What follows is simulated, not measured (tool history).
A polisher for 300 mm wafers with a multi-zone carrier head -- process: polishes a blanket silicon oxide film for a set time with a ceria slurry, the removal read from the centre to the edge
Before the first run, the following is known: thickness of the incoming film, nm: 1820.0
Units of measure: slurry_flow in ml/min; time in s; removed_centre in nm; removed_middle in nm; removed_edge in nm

Run 1, hour 0: slurry_flow 150 ml/min, centre_zone 1, middle_zone 1, edge_zone 1, time 33 s. Result: removed_centre 140.22 nm, removed_middle 142.63 nm, removed_edge 143.81 nm.
Run 2, hour 5: slurry_flow 150 ml/min, centre_zone 1, middle_zone 1, edge_zone 1, time 41 s. Result: removed_centre 175.46 nm, removed_middle 178.35 nm, removed_edge 179.21 nm.
Run 3, hour 10.6: slurry_flow 185 ml/min, centre_zone 1, middle_zone 1, edge_zone 1, time 41 s. Result: removed_centre 178.02 nm, removed_middle 183.56 nm, removed_edge 184.31 nm.
Run 4, hour 17.4: slurry_flow 215 ml/min, centre_zone 1, middle_zone 1, edge_zone 1, time 41 s. Result: removed_centre 185.37 nm, removed_middle 189.51 nm, removed_edge 190.23 nm.
Run 5, hour 18.6: slurry_flow 215 ml/min, centre_zone 1, middle_zone 0.92, edge_zone 1, time 41 s. Result: removed_centre 183.6 nm, removed_middle 175.33 nm, removed_edge 180.76 nm.
Run 6, hour 19.9: slurry_flow 215 ml/min, centre_zone 1.03, middle_zone 0.92, edge_zone 1.04, time 41 s. Result: removed_centre 191.32 nm, removed_middle 174.66 nm, removed_edge 188.09 nm.

For run 7, what comes out?
Run 7, hour 28.3: slurry_flow 215 ml/min, centre_zone 1.05, middle_zone 0.93, edge_zone 1.05, time 41 s. Result: removed_centre ?, removed_middle ?, removed_edge ?.

{"run 7": {"removed_centre": 191.01, "removed_middle": 177.35, "removed_edge": 191.74}}
